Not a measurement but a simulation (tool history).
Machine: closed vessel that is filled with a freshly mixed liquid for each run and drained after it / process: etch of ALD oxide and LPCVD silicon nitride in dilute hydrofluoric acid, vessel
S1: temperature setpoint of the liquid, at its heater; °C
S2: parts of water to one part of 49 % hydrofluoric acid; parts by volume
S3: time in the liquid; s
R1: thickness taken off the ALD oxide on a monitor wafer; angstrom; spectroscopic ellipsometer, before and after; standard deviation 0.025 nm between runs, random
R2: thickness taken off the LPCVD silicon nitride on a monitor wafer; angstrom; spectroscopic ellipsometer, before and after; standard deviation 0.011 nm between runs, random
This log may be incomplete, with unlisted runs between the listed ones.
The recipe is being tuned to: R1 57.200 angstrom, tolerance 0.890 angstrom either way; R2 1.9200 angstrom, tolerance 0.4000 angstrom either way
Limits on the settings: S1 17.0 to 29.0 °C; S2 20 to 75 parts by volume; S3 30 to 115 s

Run 1, hour 0.0: S1 21.0 °C, S2 45 parts by volume, S3 60 s. Result: R1 145.170 angstrom, R2 5.7476 angstrom.
Run 2, hour 3.3: S1 20.0 °C, S2 50 parts by volume, S3 60 s. Result: R1 124.940 angstrom, R2 4.3220 angstrom.
Run 3, hour 4.8: S1 20.0 °C, S2 50 parts by volume, S3 40 s. Result: R1 83.218 angstrom, R2 2.8941 angstrom.
Run 4, hour 12.2: S1 20.0 °C, S2 60 parts by volume, S3 40 s. Result: R1 67.983 angstrom, R2 2.3604 angstrom.
Run 5, hour 17.7: S1 20.0 °C, S2 60 parts by volume, S3 30 s. Result: R1 51.427 angstrom, R2 1.8071 angstrom.
Run 6, hour 20.0: S1 20.0 °C, S2 60 parts by volume, S3 45 s. Result: R1 76.668 angstrom, R2 2.6183 angstrom.
Run 7, hour 22.5: S1 19.5 °C, S2 65 parts by volume, S3 45 s. Result: R1 68.592 angstrom, R2 2.5907 angstrom.
Run 8, hour 24.2: S1 19.0 °C, S2 65 parts by volume, S3 45 s. Result: R1 67.337 angstrom, R2 2.3878 angstrom.
Run 9, hour 32.9: S1 18.5 °C, S2 65 parts by volume, S3 45 s. Result: R1 65.643 angstrom, R2 2.1363 angstrom.
Run 10, hour 37.2: S1 17.5 °C, S2 70 parts by volume, S3 45 s. Result: R1 58.485 angstrom, R2 1.9061 angstrom.

Below are 5 possible settings for the next run. Only one of them brings all results inside the allowed miss of their targets. Which is it?
Run A, hour 41.5: S1 20.5 °C, S2 60 parts by volume, S3 35 s. Result: R1 ?, R2 ?.
Run B, hour 41.5: S1 19.0 °C, S2 60 parts by volume, S3 35 s. Result: R1 ?, R2 ?.
Run C, hour 41.5: S1 18.0 °C, S2 70 parts by volume, S3 45 s. Result: R1 ?, R2 ?.
Run D, hour 41.5: S1 20.5 °C, S2 70 parts by volume, S3 40 s. Result: R1 ?, R2 ?.
Run E, hour 41.5: S1 26.0 °C, S2 75 parts by volume, S3 35 s. Result: R1 ?, R2 ?.

move      R1      R2
   A  60.947  2.2177
   B  57.203  1.9987
   C  59.731  2.0629
   D  58.996  2.1806
   E  59.888  2.5790
A: further off than the last run
B: hits every target within its allowed miss
C: further off than the last run
D: further off than the last run
E: further off than the last run
B is the move that brings every result within its allowed miss.
